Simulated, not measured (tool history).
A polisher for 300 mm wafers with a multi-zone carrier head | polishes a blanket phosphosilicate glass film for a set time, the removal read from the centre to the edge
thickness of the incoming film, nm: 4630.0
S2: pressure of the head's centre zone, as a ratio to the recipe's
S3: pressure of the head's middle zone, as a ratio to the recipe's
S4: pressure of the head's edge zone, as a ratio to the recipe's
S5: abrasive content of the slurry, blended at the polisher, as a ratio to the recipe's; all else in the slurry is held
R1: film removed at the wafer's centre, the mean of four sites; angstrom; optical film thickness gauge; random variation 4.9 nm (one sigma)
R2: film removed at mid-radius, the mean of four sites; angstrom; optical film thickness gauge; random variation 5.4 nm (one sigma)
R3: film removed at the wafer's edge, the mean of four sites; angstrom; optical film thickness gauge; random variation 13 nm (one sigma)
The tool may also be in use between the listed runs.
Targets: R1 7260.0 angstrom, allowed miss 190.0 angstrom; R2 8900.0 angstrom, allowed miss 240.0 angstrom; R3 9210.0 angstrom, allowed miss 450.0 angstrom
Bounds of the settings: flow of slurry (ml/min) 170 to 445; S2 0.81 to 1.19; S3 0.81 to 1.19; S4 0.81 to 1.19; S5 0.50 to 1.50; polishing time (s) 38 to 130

Run 1, hour 0.0: flow of slurry (ml/min) 285, S2 1.00, S3 1.00, S4 1.00, S5 1.00, polishing time (s) 84. Result: R1 7831.4 angstrom, R2 7718.3 angstrom, R3 7980.6 angstrom.
Run 2, hour 0.5: flow of slurry (ml/min) 290, S2 0.98, S3 1.02, S4 1.03, S5 1.00, polishing time (s) 84. Result: R1 7781.6 angstrom, R2 7821.2 angstrom, R3 7915.3 angstrom.
Run 3, hour 4.9: flow of slurry (ml/min) 270, S2 0.95, S3 1.02, S4 1.03, S5 1.05, polishing time (s) 84. Result: R1 7429.9 angstrom, R2 8036.7 angstrom, R3 8227.4 angstrom.
Run 4, hour 7.5: flow of slurry (ml/min) 270, S2 0.95, S3 0.96, S4 1.03, S5 1.05, polishing time (s) 84. Result: R1 7530.5 angstrom, R2 7599.8 angstrom, R3 8223.7 angstrom.
Run 5, hour 13.5: flow of slurry (ml/min) 260, S2 0.94, S3 0.98, S4 1.04, S5 1.10, polishing time (s) 84. Result: R1 7625.4 angstrom, R2 7830.8 angstrom, R3 8141.1 angstrom.
Run 6, hour 21.0: flow of slurry (ml/min) 265, S2 0.92, S3 0.98, S4 1.04, S5 1.10, polishing time (s) 85. Result: R1 7539.4 angstrom, R2 7854.7 angstrom, R3 8313.6 angstrom.
Run 7, hour 22.2: flow of slurry (ml/min) 300, S2 0.84, S3 1.08, S4 1.14, S5 1.15, polishing time (s) 85. Result: R1 7066.0 angstrom, R2 8764.7 angstrom, R3 9177.0 angstrom.
Run 8, hour 22.9: flow of slurry (ml/min) 300, S2 0.84, S3 1.08, S4 1.14, S5 1.15, polishing time (s) 85. Result: R1 7152.8 angstrom, R2 8879.0 angstrom, R3 9104.5 angstrom.

Which of these 4 next moves meets every target?
Run A, hour 23.6: flow of slurry (ml/min) 355, S2 0.81, S3 0.97, S4 1.19, S5 1.15, polishing time (s) 91. Result: R1 ?, R2 ?, R3 ?.
Run B, hour 23.6: flow of slurry (ml/min) 295, S2 0.84, S3 1.05, S4 1.12, S5 1.10, polishing time (s) 89. Result: R1 ?, R2 ?, R3 ?.
Run C, hour 23.6: flow of slurry (ml/min) 290, S2 0.85, S3 0.96, S4 1.18, S5 1.10, polishing time (s) 89. Result: R1 ?, R2 ?, R3 ?.
Run D, hour 23.6: flow of slurry (ml/min) 285, S2 0.89, S3 1.19, S4 1.03, S5 1.20, polishing time (s) 80. Result: R1 ?, R2 ?, R3 ?.

move      R1      R2       R3
   A  7423.1  8852.2  10079.0
   B  7270.2  8926.0   9262.9
   C  7337.9  8281.1   9513.6
   D  7123.3  9147.1   8198.3
A: brings the result that was furthest off to its target, and leaves another outside
B: meets every target
C: brings the result that was furthest off to its target, and leaves another outside
D: brings the result that was furthest off to its target, and leaves another outside
Answer: B
